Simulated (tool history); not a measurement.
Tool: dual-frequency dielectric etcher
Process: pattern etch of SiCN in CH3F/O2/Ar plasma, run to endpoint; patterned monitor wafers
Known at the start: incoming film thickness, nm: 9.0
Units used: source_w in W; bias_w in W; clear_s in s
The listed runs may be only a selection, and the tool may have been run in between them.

run 1 hour=0 | source_w=370 bias_w=88 | clear_s=24.743
run 2 hour=3.7 | source_w=350 bias_w=86 | clear_s=25.59
run 3 hour=10.5 | source_w=340 bias_w=85 | clear_s=25.855
run 4 hour=12.3 | source_w=390 bias_w=85 | clear_s=24.867
run 5 hour=16.5 | source_w=370 bias_w=83 | clear_s=25.228
run 6 hour=21.6 | source_w=360 bias_w=81 | clear_s=26.138
run 7 hour=25.3 | source_w=350 bias_w=80 | clear_s=26.445
run 8 hour=30.9 | source_w=340 bias_w=79 | clear_s=26.763

Estimate the outcome of run 9 from the log above:
run 9 hour=34.6 | source_w=330 bias_w=78 | clear_s=?

{"run 9": {"clear_s": 27.32}}
